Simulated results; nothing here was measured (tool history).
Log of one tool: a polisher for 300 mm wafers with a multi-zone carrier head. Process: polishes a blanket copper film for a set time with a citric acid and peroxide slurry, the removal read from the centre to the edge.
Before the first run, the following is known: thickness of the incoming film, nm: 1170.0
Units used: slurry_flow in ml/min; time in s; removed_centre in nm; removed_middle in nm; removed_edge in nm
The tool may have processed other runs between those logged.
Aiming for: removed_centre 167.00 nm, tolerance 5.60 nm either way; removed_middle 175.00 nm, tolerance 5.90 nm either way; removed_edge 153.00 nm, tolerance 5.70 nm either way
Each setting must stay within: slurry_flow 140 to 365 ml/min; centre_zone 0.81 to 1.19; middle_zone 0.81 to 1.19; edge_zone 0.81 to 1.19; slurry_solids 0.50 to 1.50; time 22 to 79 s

run,hour,slurry_flow,centre_zone,middle_zone,edge_zone,slurry_solids,time,removed_centre,removed_middle,removed_edge
1,0.0,235,1.00,1.00,1.00,1.00,50,183.98,185.11,183.31
2,0.8,235,1.00,1.00,1.00,1.00,43,158.75,154.11,157.92
3,7.6,240,1.00,1.02,0.99,1.00,43,157.12,159.60,159.22
4,12.3,245,1.01,1.03,0.97,1.00,43,156.21,156.36,159.26
5,13.3,230,1.03,1.05,1.00,0.95,43,158.44,160.95,158.32
6,20.2,230,1.03,1.05,1.00,1.05,43,165.64,164.67,161.01
7,27.1,220,1.04,1.07,0.99,1.05,43,162.74,163.70,160.31
8,29.5,220,1.06,1.09,0.99,1.00,43,165.44,167.49,161.35
9,33.3,210,1.07,1.10,0.98,1.00,43,163.56,164.24,154.36
10,36.7,210,1.07,1.11,0.98,1.00,43,168.36,167.20,152.78
11,43.2,210,1.07,1.12,0.98,1.00,43,162.63,167.61,153.23

Pick the move, out of 4, that brings all results within their allowed miss; only one does.
A,49.7,215,1.09,1.11,1.04,0.90,42,?,?,?
B,49.7,175,1.09,1.09,1.00,0.95,44,?,?,?
C,49.7,220,1.08,1.18,0.95,1.10,41,?,?,?
D,49.7,215,1.09,1.01,0.99,1.05,41,?,?,?

move,removed_centre,removed_middle,removed_edge
A,161.27,157.95,152.42
B,165.36,160.17,155.66
C,167.15,174.01,152.61
D,165.40,149.59,153.15
A: the biggest miss grows against the last run
B: the biggest miss grows against the last run
C: meets every target
D: the biggest miss grows against the last run
So the answer is move C, the one that meets all the targets.
